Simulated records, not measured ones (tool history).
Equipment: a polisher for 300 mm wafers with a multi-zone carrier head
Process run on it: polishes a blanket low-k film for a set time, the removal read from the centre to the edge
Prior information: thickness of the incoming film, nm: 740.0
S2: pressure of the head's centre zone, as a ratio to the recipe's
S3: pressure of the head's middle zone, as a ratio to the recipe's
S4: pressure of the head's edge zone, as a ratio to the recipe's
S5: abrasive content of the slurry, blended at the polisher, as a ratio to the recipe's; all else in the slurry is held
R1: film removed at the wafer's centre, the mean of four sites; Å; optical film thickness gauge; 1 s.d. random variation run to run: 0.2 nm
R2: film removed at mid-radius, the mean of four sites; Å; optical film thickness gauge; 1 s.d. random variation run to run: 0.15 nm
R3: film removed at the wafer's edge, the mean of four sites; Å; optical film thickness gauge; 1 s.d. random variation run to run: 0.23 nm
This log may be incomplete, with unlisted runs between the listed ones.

run 1 hour=0.0 | flow_of_slurry_(ml/min)=140 S2=1.00 S3=1.00 S4=1.00 S5=1.00 polishing_time_(s)=45 | R1=136.56 R2=137.51 R3=136.88
run 2 hour=1.9 | flow_of_slurry_(ml/min)=155 S2=1.02 S3=1.04 S4=1.02 S5=1.05 polishing_time_(s)=45 | R1=143.21 R2=144.16 R3=140.33
run 3 hour=9.1 | flow_of_slurry_(ml/min)=160 S2=1.03 S3=1.07 S4=1.02 S5=1.15 polishing_time_(s)=45 | R1=150.70 R2=152.74 R3=147.52
run 4 hour=14.2 | flow_of_slurry_(ml/min)=170 S2=1.04 S3=1.10 S4=1.01 S5=1.25 polishing_time_(s)=45 | R1=159.22 R2=162.04 R3=145.66
run 5 hour=20.8 | flow_of_slurry_(ml/min)=170 S2=1.07 S3=1.10 S4=1.01 S5=1.25 polishing_time_(s)=45 | R1=162.59 R2=163.38 R3=152.60
run 6 hour=24.3 | flow_of_slurry_(ml/min)=175 S2=1.07 S3=1.12 S4=1.02 S5=1.30 polishing_time_(s)=45 | R1=160.52 R2=167.69 R3=154.91
run 7 hour=30.0 | flow_of_slurry_(ml/min)=180 S2=1.08 S3=1.13 S4=1.02 S5=1.35 polishing_time_(s)=45 | R1=167.38 R2=170.89 R3=156.57
run 8 hour=30.7 | flow_of_slurry_(ml/min)=185 S2=1.08 S3=1.14 S4=1.02 S5=1.40 polishing_time_(s)=45 | R1=170.39 R2=174.49 R3=158.80

For run 9, what comes out?
run 9 hour=33.1 | flow_of_slurry_(ml/min)=185 S2=1.08 S3=1.15 S4=1.02 S5=1.40 polishing_time_(s)=45 | R1=? R2=? R3=?

Run 9 gave R1 171.00 Å, R2 177.27 Å, R3 159.40 Å.

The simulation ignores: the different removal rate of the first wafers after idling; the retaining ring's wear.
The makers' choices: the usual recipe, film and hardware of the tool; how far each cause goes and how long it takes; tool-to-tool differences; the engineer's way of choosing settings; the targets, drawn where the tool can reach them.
